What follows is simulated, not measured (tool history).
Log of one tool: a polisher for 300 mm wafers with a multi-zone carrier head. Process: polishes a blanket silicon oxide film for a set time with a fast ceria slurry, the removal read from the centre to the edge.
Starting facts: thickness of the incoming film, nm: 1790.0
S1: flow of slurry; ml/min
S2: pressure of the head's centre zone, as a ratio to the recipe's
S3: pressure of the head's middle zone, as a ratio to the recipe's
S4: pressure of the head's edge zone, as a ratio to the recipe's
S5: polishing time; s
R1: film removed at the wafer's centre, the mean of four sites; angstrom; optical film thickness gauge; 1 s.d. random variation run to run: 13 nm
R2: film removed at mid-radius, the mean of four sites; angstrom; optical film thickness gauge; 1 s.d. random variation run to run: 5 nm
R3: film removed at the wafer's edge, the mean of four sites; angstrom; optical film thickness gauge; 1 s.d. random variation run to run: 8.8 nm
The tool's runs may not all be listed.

run  hour   S1    S2    S3    S4  S5      R1      R2      R3
  1   0.0  195  1.00  1.00  1.00  50  6563.3  6313.2  6722.3
  2   1.9  195  1.00  1.00  1.00  61  7993.1  7688.4  8097.6
  3  10.0  195  1.00  1.00  1.00  55  7227.8  6909.9  7319.5
  4  13.6  195  1.00  1.08  1.00  55  7317.2  7431.8  7259.2
  5  18.2  175  1.00  1.08  1.00  55  6999.5  7260.3  7271.5
  6  26.2  175  1.02  1.05  1.05  58  7503.5  7536.4  7941.2

Estimate the outcome of run 7 from the log above:
  7  31.5  185  1.04  1.03  1.08  59   ?   ?   ?

R1: 7748.7 angstrom
R2: 7568.3 angstrom
R3: 8081.7 angstrom
